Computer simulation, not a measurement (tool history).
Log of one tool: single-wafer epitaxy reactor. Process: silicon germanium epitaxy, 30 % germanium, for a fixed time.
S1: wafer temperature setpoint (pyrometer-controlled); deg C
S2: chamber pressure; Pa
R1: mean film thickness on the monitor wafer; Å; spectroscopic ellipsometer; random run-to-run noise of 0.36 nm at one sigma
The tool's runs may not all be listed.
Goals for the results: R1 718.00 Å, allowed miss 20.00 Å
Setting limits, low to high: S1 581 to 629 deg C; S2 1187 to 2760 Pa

run,hour,S1,S2,R1
1,0.0,605,1973,614.40
2,5.6,597,1973,524.93
3,12.0,597,2240,555.86
4,15.4,608,2240,686.56
5,21.0,597,2240,558.79
6,24.0,589,2240,477.04
7,32.1,593,2253,517.80
8,33.0,596,2266,546.62
9,37.9,599,2280,583.54
10,40.1,601,2293,602.93
11,45.7,603,2306,629.75
12,46.5,604,2306,643.48
13,47.3,605,2306,652.11
14,56.2,606,2306,665.63
15,58.1,607,2306,677.03
16,59.6,608,2306,688.10
17,67.6,608,2306,696.88

4 candidate next runs follow, results not yet known. Just one meets every target within its allowed miss. Identify it.
A,75.6,605,2466,?
B,75.6,614,1867,?
C,75.6,606,2386,?
D,75.6,608,2200,?

move,R1
A,667.19
B,706.69
C,671.06
D,674.51
A: its largest miss is bigger than the last run's
B: in spec on every target
C: its largest miss is bigger than the last run's
D: its largest miss is bigger than the last run's
The right move is B.
